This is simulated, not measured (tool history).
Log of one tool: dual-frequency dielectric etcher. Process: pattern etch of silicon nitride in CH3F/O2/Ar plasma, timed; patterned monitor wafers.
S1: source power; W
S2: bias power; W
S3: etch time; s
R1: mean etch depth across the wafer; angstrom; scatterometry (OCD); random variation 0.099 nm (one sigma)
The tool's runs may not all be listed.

run  hour   S1  S2  S3      R1
  1     0  380  72  42  312.73
  2   1.5  410  72  42   320.9
  3   4.3  370  67  42  299.82
  4  11.1  370  67  42  298.87
  5  13.8  370  67  39   277.4
  6  21.5  350  67  39  272.65
  7  25.6  330  67  39  266.15
  8  28.1  320  67  39  263.36
  9  28.8  310  67  39  261.77
 10  29.6  300  67  39  253.29
 11  31.8  290  67  39  253.71

The next listed run, before its measurement:
 12  32.6  280  67  39   ?

R1: 250.26 angstrom
